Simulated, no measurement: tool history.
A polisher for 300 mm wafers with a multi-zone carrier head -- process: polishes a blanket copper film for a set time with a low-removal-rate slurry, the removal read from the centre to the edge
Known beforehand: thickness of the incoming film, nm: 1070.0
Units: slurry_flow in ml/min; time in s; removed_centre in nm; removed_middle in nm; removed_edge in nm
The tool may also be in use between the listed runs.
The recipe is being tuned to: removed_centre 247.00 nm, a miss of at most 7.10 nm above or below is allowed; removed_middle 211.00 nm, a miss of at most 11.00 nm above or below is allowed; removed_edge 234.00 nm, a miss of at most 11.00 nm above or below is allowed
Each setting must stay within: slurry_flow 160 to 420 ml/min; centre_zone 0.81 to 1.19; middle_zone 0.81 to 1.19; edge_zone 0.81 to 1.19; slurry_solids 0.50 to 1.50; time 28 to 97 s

run  hour  slurry_flow  centre_zone  middle_zone  edge_zone  slurry_solids  time  removed_centre  removed_middle  removed_edge
  1   0.0          270         1.00         1.00       1.00           1.00    62          156.53          148.61        152.82
  2   8.6          270         1.00         1.00       1.03           1.00    62          155.80          152.01        156.52
  3  16.7          275         1.04         0.99       1.06           1.10    65          173.11          163.70        163.65
  4  18.3          270         1.04         0.95       1.07           1.15    70          188.77          165.65        185.28
  5  22.8          270         1.04         0.95       0.99           1.15    70          185.79          167.31        179.37
  6  29.2          270         1.04         0.95       1.04           1.15    70          185.28          168.01        179.84
  7  31.4          270         1.04         0.95       1.04           1.15    70          187.90          165.69        184.39
  8  37.2          270         1.05         0.95       1.05           1.25    73          198.22          176.50        191.33
  9  40.8          275         1.06         0.95       1.06           1.25    76          212.60          184.42        204.42
 10  46.2          280         1.07         0.95       1.07           1.30    78          216.87          196.11        209.35
 11  49.4          280         1.08         0.94       1.08           1.30    79          223.42          193.11        216.93
 12  50.9          280         1.08         0.94       1.08           1.30    79          229.86          192.42        209.33
 13  58.2          280         1.08         0.94       1.08           1.30    80          228.23          196.63        214.34
 14  63.5          280         1.08         0.94       1.08           1.35    81          234.93          201.22        218.83
 15  66.9          280         1.08         0.94       1.09           1.35    82          234.90          202.85        219.07
 16  70.5          285         1.08         0.93       1.09           1.35    83          237.16          202.40        226.01

Exercise: of the 4 proposed moves below, exactly one satisfies all targets within the stated allowed misses. Which move is it?
  A  74.1          230         1.06         1.00       1.10           1.35    83               ?               ?             ?
  B  74.1          280         0.91         0.90       1.10           1.40    86               ?               ?             ?
  C  74.1          250         1.09         0.95       1.11           1.35    86               ?               ?             ?
  D  74.1          270         1.19         1.00       1.08           1.25    79               ?               ?             ?

move  removed_centre  removed_middle  removed_edge
   A          229.18          210.36        227.77
   B          213.48          205.92        242.29
   C          246.36          210.92        238.79
   D          244.05          200.84        215.15
A: misses by more than the last run did
B: misses by more than the last run did
C: hits every target within its allowed miss
D: the furthest-off result lands on target, but another misses its tolerance
C meets every target.
